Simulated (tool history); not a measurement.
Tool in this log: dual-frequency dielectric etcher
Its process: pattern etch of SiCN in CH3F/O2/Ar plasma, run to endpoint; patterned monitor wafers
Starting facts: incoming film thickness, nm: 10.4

Run 1, hour 0: source power (W) 450, bias power (W) 99. Result: endpoint time (s) 22.747.
Run 2, hour 1.1: source power (W) 400, bias power (W) 94. Result: endpoint time (s) 24.392.
Run 3, hour 9.3: source power (W) 400, bias power (W) 111. Result: endpoint time (s) 23.525.
Run 4, hour 9.9: source power (W) 460, bias power (W) 111. Result: endpoint time (s) 22.039.
Run 5, hour 10.9: source power (W) 400, bias power (W) 107. Result: endpoint time (s) 23.734.
Run 6, hour 19.9: source power (W) 400, bias power (W) 120. Result: endpoint time (s) 23.257.
Run 7, hour 26.5: source power (W) 360, bias power (W) 117. Result: endpoint time (s) 24.675.
Run 8, hour 31.2: source power (W) 270, bias power (W) 112. Result: endpoint time (s) 30.365.
Run 9, hour 36.7: source power (W) 270, bias power (W) 112. Result: endpoint time (s) 30.461.
Run 10, hour 39.8: source power (W) 290, bias power (W) 112. Result: endpoint time (s) 28.762.

Estimate the outcome of run 11 from the log above:
Run 11, hour 45.9: source power (W) 300, bias power (W) 112. Result: endpoint time (s) ?.

Run 11 produced endpoint time (s) 28.224.

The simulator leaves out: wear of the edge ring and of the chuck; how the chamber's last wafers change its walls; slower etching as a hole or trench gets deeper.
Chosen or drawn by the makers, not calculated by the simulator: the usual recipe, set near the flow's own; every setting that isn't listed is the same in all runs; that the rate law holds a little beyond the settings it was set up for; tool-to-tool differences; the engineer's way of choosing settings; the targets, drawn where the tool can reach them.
